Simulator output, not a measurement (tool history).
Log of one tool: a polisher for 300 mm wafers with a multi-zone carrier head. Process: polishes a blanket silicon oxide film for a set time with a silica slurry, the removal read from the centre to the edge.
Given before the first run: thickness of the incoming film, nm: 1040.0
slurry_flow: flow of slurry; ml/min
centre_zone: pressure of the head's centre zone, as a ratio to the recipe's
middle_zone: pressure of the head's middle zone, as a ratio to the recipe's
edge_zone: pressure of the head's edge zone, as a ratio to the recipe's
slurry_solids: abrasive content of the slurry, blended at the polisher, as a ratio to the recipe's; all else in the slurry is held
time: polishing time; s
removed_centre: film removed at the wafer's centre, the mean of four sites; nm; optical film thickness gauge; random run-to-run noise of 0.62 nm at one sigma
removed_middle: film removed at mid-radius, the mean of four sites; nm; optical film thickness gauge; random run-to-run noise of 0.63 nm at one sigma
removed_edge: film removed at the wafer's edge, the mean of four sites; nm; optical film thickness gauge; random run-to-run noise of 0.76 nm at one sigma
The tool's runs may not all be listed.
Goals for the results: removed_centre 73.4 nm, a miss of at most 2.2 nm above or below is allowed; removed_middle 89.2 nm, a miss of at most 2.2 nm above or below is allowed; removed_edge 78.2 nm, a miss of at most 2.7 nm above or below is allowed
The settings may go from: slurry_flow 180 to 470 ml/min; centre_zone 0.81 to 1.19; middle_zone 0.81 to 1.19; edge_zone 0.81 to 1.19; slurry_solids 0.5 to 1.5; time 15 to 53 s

run 1 day=0 | slurry_flow=300 centre_zone=1 middle_zone=1 edge_zone=1 slurry_solids=1 time=34 | removed_centre=138.87 removed_middle=140.38 removed_edge=136.16
run 2 day=0.35 | slurry_flow=300 centre_zone=1 middle_zone=1.07 edge_zone=1 slurry_solids=1 time=34 | removed_centre=141.68 removed_middle=145.61 removed_edge=137.44
run 3 day=0.396 | slurry_flow=300 centre_zone=1 middle_zone=1.07 edge_zone=0.93 slurry_solids=1 time=34 | removed_centre=141.2 removed_middle=149.22 removed_edge=131.06
run 4 day=0.679 | slurry_flow=295 centre_zone=0.98 middle_zone=1.05 edge_zone=0.92 slurry_solids=0.95 time=33 | removed_centre=130.4 removed_middle=135.33 removed_edge=122.56
run 5 day=0.888 | slurry_flow=295 centre_zone=0.98 middle_zone=1.11 edge_zone=0.92 slurry_solids=0.95 time=33 | removed_centre=129.48 removed_middle=141.76 removed_edge=121.64
run 6 day=1 | slurry_flow=295 centre_zone=0.98 middle_zone=1.19 edge_zone=0.92 slurry_solids=0.95 time=33 | removed_centre=128.86 removed_middle=152.32 removed_edge=121.73
run 7 day=1.25 | slurry_flow=290 centre_zone=0.96 middle_zone=1.17 edge_zone=0.91 slurry_solids=0.9 time=32 | removed_centre=118.39 removed_middle=139.57 removed_edge=113.47
run 8 day=1.454 | slurry_flow=285 centre_zone=0.94 middle_zone=1.16 edge_zone=0.9 slurry_solids=0.85 time=32 | removed_centre=110.21 removed_middle=130.23 removed_edge=106.22
run 9 day=1.562 | slurry_flow=280 centre_zone=0.92 middle_zone=1.15 edge_zone=0.9 slurry_solids=0.8 time=32 | removed_centre=101.3 removed_middle=124.27 removed_edge=100.16
run 10 day=1.658 | slurry_flow=270 centre_zone=0.91 middle_zone=1.13 edge_zone=0.89 slurry_solids=0.8 time=32 | removed_centre=102.74 removed_middle=120.48 removed_edge=99.037
run 11 day=1.942 | slurry_flow=270 centre_zone=0.91 middle_zone=1.13 edge_zone=0.89 slurry_solids=0.8 time=32 | removed_centre=101.52 removed_middle=120.36 removed_edge=100.7
run 12 day=2.012 | slurry_flow=270 centre_zone=0.9 middle_zone=1.12 edge_zone=0.89 slurry_solids=0.75 time=32 | removed_centre=93.936 removed_middle=113.39 removed_edge=94.302
run 13 day=2.346 | slurry_flow=270 centre_zone=0.89 middle_zone=1.11 edge_zone=0.89 slurry_solids=0.75 time=32 | removed_centre=91.445 removed_middle=110.08 removed_edge=93.96
run 14 day=2.504 | slurry_flow=265 centre_zone=0.88 middle_zone=1.1 edge_zone=0.88 slurry_solids=0.75 time=32 | removed_centre=92.104 removed_middle=111.93 removed_edge=93.937
run 15 day=2.617 | slurry_flow=265 centre_zone=0.87 middle_zone=1.09 edge_zone=0.87 slurry_solids=0.75 time=32 | removed_centre=90.434 removed_middle=108.6 removed_edge=92.691
run 16 day=2.854 | slurry_flow=260 centre_zone=0.86 middle_zone=1.08 edge_zone=0.87 slurry_solids=0.75 time=32 | removed_centre=90.198 removed_middle=109.19 removed_edge=92.177
run 17 day=3.025 | slurry_flow=260 centre_zone=0.85 middle_zone=1.07 edge_zone=0.87 slurry_solids=0.75 time=32 | removed_centre=89.26 removed_middle=108.4 removed_edge=93.225
run 18 day=3.317 | slurry_flow=255 centre_zone=0.85 middle_zone=1.06 edge_zone=0.87 slurry_solids=0.75 time=32 | removed_centre=90.106 removed_middle=106.88 removed_edge=93.202
run 19 day=3.467 | slurry_flow=255 centre_zone=0.85 middle_zone=1.06 edge_zone=0.87 slurry_solids=0.75 time=32 | removed_centre=88.029 removed_middle=108.43 removed_edge=91.766
run 20 day=3.65 | slurry_flow=250 centre_zone=0.85 middle_zone=1.05 edge_zone=0.87 slurry_solids=0.75 time=32 | removed_centre=89.985 removed_middle=105.49 removed_edge=91.928

Of the 4 settings listed for the next run, only one would bring every result within its allowed miss of target. Which one?
run A day=3.833 | slurry_flow=180 centre_zone=1.13 middle_zone=0.99 edge_zone=0.81 slurry_solids=0.7 time=32 | removed_centre=? removed_middle=? removed_edge=?
run B day=3.833 | slurry_flow=290 centre_zone=0.92 middle_zone=0.9 edge_zone=0.91 slurry_solids=0.7 time=40 | removed_centre=? removed_middle=? removed_edge=?
run C day=3.833 | slurry_flow=210 centre_zone=0.84 middle_zone=1.05 edge_zone=0.87 slurry_solids=0.75 time=27 | removed_centre=? removed_middle=? removed_edge=?
run D day=3.833 | slurry_flow=180 centre_zone=1.09 middle_zone=0.89 edge_zone=0.85 slurry_solids=0.75 time=33 | removed_centre=? removed_middle=? removed_edge=?

move=A removed_centre=103.09 removed_middle=91.871 removed_edge=82.321
move=B removed_centre=110.3 removed_middle=109.23 removed_edge=110.94
move=C removed_centre=72.476 removed_middle=88.766 removed_edge=77.767
move=D removed_centre=110.79 removed_middle=93.443 removed_edge=93.598
A: the biggest miss grows against the last run
B: the biggest miss grows against the last run
C: each result inside its tolerance
D: the biggest miss grows against the last run
C meets every target.
